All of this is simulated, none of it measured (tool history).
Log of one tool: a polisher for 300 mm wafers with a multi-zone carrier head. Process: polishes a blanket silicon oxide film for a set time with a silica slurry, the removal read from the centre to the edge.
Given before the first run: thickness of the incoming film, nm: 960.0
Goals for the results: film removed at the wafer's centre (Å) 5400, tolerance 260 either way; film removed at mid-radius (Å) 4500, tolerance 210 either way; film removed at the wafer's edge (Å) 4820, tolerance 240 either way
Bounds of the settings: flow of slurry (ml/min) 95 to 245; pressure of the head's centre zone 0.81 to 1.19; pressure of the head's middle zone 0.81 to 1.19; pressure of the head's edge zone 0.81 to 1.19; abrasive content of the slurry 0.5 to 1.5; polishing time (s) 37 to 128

| run | hour | flow of slurry (ml/min) | pressure of the head's centre zone | pressure of the head's middle zone | pressure of the head's edge zone | abrasive content of the slurry | polishing time (s) | film removed at the wafer's centre (Å) | film removed at mid-radius (Å) | film removed at the wafer's edge (Å) |
|---|---|---|---|---|---|---|---|---|---|---|
| 1 | 0 | 155 | 1 | 1 | 1 | 1 | 82 | 2836.4 | 2804 | 2911.5 |
| 2 | 2.4 | 155 | 1 | 1 | 1 | 0.8 | 82 | 2571.6 | 2479.8 | 2523.5 |
| 3 | 8.3 | 160 | 1.03 | 1 | 1 | 0.9 | 83 | 2878.3 | 2668 | 2703 |
| 4 | 14.3 | 160 | 1.04 | 1 | 1.01 | 1 | 85 | 3087 | 2830.5 | 2934.8 |
| 5 | 14.9 | 165 | 1.05 | 1 | 1.01 | 1.05 | 87 | 3332.1 | 2956.2 | 3168 |
| 6 | 22.1 | 165 | 0.99 | 1 | 1.01 | 1.05 | 87 | 3088.6 | 2981.5 | 3136.8 |
| 7 | 24.7 | 165 | 1.01 | 1.01 | 1.01 | 1.1 | 89 | 3301.4 | 3197.9 | 3278.8 |
| 8 | 28.3 | 165 | 1.03 | 1.01 | 1.01 | 1.15 | 91 | 3476.2 | 3307.1 | 3357.7 |
| 9 | 29.7 | 170 | 1.04 | 1.01 | 1.02 | 1.2 | 93 | 3625 | 3472.7 | 3568.4 |
| 10 | 34.3 | 175 | 1.06 | 1.01 | 1.02 | 1.25 | 95 | 3862.4 | 3564.5 | 3678.3 |
| 11 | 42.1 | 175 | 1.07 | 1.01 | 1.03 | 1.3 | 97 | 4134.9 | 3792.7 | 3799.7 |
| 12 | 46.7 | 175 | 1.07 | 1 | 1.04 | 1.35 | 99 | 4284.8 | 3852.4 | 4063.9 |
| 13 | 50.5 | 175 | 1.08 | 1 | 1.05 | 1.35 | 100 | 4223.9 | 3910.4 | 4147.8 |
| 14 | 57.2 | 180 | 1.09 | 1 | 1.05 | 1.35 | 101 | 4508.9 | 3847.9 | 4258.7 |
| 15 | 62.7 | 185 | 1.1 | 1.01 | 1.05 | 1.35 | 101 | 4547.2 | 3992.8 | 4219.6 |

Pick the move, out of 5, that brings all results within their allowed miss; only one does.
| A | 68.2 | 240 | 1.17 | 1.15 | 0.83 | 1.45 | 100 | ? | ? | ? |
| B | 68.2 | 195 | 1.15 | 1.03 | 0.94 | 1.35 | 105 | ? | ? | ? |
| C | 68.2 | 230 | 1.06 | 0.9 | 0.91 | 1.35 | 121 | ? | ? | ? |
| D | 68.2 | 160 | 0.89 | 0.99 | 1.19 | 1.4 | 120 | ? | ? | ? |
| E | 68.2 | 175 | 1.11 | 1.13 | 0.99 | 1.35 | 109 | ? | ? | ? |

| move | film removed at the wafer's centre (Å) | film removed at mid-radius (Å) | film removed at the wafer's edge (Å) |
|---|---|---|---|
| A | 5073.2 | 4638.6 | 3841.1 |
| B | 4947.3 | 4204.9 | 4082 |
| C | 5367.5 | 4417.5 | 4711.6 |
| D | 4294.3 | 4591.5 | 5217.9 |
| E | 4879.1 | 4657.1 | 4291.4 |
A: further off than the last run
B: nearer than the last run, and not there yet
C: in spec on every target
D: further off than the last run
E: nearer than the last run, and not there yet
C meets every target.
